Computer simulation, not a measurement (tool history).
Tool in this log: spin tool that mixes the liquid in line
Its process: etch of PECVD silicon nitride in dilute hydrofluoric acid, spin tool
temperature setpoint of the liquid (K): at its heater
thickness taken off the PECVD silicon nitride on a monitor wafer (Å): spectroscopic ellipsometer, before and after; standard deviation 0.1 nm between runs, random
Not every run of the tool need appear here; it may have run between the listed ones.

| run | day | temperature setpoint of the liquid (K) | parts of water to one part of 49 % hydrofluoric acid (parts by volume) | time under the liquid (s) | thickness taken off the PECVD silicon nitride on a monitor wafer (Å) |
|---|---|---|---|---|---|
| 1 | 0.000 | 294.15 | 190 | 270 | 67.199 |
| 2 | 0.067 | 294.15 | 225 | 270 | 56.200 |
| 3 | 0.129 | 292.65 | 225 | 270 | 50.921 |
| 4 | 0.458 | 293.65 | 220 | 270 | 54.660 |
|  | 0.771 | thermometer replaced |
| 5 | 0.771 | 293.65 | 220 | 270 | 50.690 |
| 6 | 1.012 | 292.15 | 220 | 270 | 46.597 |
| 7 | 1.208 | 293.15 | 220 | 270 | 48.481 |
| 8 | 1.367 | 294.15 | 220 | 270 | 52.364 |
| 9 | 1.562 | 294.65 | 215 | 270 | 55.711 |

What will run 10 give?
| 10 | 1.638 | 295.15 | 210 | 270 | ? |

{"run 10": {"thickness taken off the PECVD silicon nitride on a monitor wafer (Å)": 57.002}}

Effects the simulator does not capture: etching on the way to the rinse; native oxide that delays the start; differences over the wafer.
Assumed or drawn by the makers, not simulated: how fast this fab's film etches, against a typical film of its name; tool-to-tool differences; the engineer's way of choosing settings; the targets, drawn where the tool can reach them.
